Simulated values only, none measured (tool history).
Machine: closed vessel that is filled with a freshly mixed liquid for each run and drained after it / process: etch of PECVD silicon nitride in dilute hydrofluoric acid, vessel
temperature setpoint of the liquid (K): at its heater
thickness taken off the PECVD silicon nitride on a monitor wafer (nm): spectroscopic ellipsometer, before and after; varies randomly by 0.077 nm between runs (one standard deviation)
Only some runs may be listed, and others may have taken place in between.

run,hour,temperature setpoint of the liquid (K),parts of water to one part of 49 % hydrofluoric acid (parts by volume),time in the liquid (s),thickness taken off the PECVD silicon nitride on a monitor wafer (nm)
1,0.0,294.15,185,840,9.4502
2,7.1,292.15,185,840,8.2449
3,15.7,295.15,180,840,10.3470
4,22.7,295.15,180,910,11.1680
5,23.7,297.15,180,910,12.7200
6,29.1,297.15,180,910,12.8330
7,38.5,298.65,180,910,14.0340
8,46.0,299.65,180,910,14.8690

Forecast run 9:
9,47.9,300.15,180,910,?

{"run 9": {"thickness taken off the PECVD silicon nitride on a monitor wafer (nm)": 15.456}}

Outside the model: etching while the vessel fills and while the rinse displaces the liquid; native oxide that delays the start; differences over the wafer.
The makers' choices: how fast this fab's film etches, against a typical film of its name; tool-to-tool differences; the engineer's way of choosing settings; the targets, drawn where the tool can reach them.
